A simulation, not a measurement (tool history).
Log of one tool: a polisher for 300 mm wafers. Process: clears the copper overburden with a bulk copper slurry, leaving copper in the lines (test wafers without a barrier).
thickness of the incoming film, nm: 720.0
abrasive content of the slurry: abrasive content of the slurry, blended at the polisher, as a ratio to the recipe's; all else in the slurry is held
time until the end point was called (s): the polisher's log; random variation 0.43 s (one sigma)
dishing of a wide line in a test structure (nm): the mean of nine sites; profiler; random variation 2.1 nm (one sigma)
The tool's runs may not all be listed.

run	hour	flow of slurry (ml/min)	pressure of the wafer on the pad (psi)	speed of the pad under the wafer (cm/s)	abrasive content of the slurry	overpolish time after the end point (s)	time until the end point was called (s)	dishing of a wide line in a test structure (nm)
1	0.0	245	3.3	106	1.0	23	62.225	116.05
2	2.4	245	3.9	108	1.0	21	51.431	121.57
3	5.1	220	3.9	108	1.0	21	52.434	119.62
4	9.6	230	4.3	110	1.0	21	48.278	126.90
5	10.8	230	4.3	90	1.0	21	59.178	114.44
6	14.4	235	4.6	100	1.0	21	50.421	124.77
7	20.1	235	4.8	108	1.0	21	45.618	127.61
8	27.3	235	4.9	116	1.0	22	41.375	135.45
9	28.2	235	5.0	120	1.0	22	38.235	137.27

Run 10 comes next. What will it give?
10	30.1	235	5.1	122	1.0	23	?	?

Run 10 gave time until the end point was called (s) 37.797, dishing of a wide line in a test structure (nm) 141.62.
